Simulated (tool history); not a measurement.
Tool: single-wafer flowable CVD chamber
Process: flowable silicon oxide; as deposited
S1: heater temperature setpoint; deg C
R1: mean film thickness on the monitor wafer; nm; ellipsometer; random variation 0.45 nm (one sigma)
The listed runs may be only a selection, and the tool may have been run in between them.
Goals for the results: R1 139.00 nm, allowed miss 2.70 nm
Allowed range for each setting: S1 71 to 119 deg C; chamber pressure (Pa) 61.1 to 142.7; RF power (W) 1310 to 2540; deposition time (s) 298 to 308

Run 1, hour 0.0: S1 95 deg C, chamber pressure (Pa) 101.9, RF power (W) 1925, deposition time (s) 298. Result: R1 194.82 nm.
Run 2, hour 5.1: S1 95 deg C, chamber pressure (Pa) 119.9, RF power (W) 1925, deposition time (s) 298. Result: R1 227.44 nm.
Run 3, hour 11.6: S1 97 deg C, chamber pressure (Pa) 119.9, RF power (W) 1925, deposition time (s) 298. Result: R1 213.92 nm.
Run 4, hour 20.4: S1 97 deg C, chamber pressure (Pa) 119.9, RF power (W) 1650, deposition time (s) 298. Result: R1 203.09 nm.
Run 5, hour 29.4: S1 99 deg C, chamber pressure (Pa) 119.9, RF power (W) 1650, deposition time (s) 298. Result: R1 191.63 nm.
Run 6, hour 34.4: S1 100 deg C, chamber pressure (Pa) 119.9, RF power (W) 1650, deposition time (s) 298. Result: R1 187.16 nm.
Run 7, hour 36.7: S1 101 deg C, chamber pressure (Pa) 119.9, RF power (W) 1650, deposition time (s) 298. Result: R1 180.82 nm.
Run 8, hour 37.5: S1 102 deg C, chamber pressure (Pa) 119.9, RF power (W) 1650, deposition time (s) 298. Result: R1 175.35 nm.

Which single option among these 5 for the next run brings every result within its allowed miss of target? Just one does.
Run A, hour 38.3: S1 105 deg C, chamber pressure (Pa) 106.3, RF power (W) 1445, deposition time (s) 298. Result: R1 ?.
Run B, hour 38.3: S1 97 deg C, chamber pressure (Pa) 97.1, RF power (W) 1535, deposition time (s) 298. Result: R1 ?.
Run C, hour 38.3: S1 113 deg C, chamber pressure (Pa) 129.5, RF power (W) 1510, deposition time (s) 298. Result: R1 ?.
Run D, hour 38.3: S1 106 deg C, chamber pressure (Pa) 105.5, RF power (W) 1500, deposition time (s) 301. Result: R1 ?.
Run E, hour 38.3: S1 107 deg C, chamber pressure (Pa) 109.3, RF power (W) 1610, deposition time (s) 302. Result: R1 ?.

move      R1
   A  133.81
   B  159.44
   C  131.91
   D  132.72
   E  138.71
A: carries the result that was furthest off beyond its target, to the other side
B: moves toward the targets from the last run without getting all of them in spec
C: carries the result that was furthest off beyond its target, to the other side
D: carries the result that was furthest off beyond its target, to the other side
E: every result within its allowed miss
Correct choice: E, which meets every target
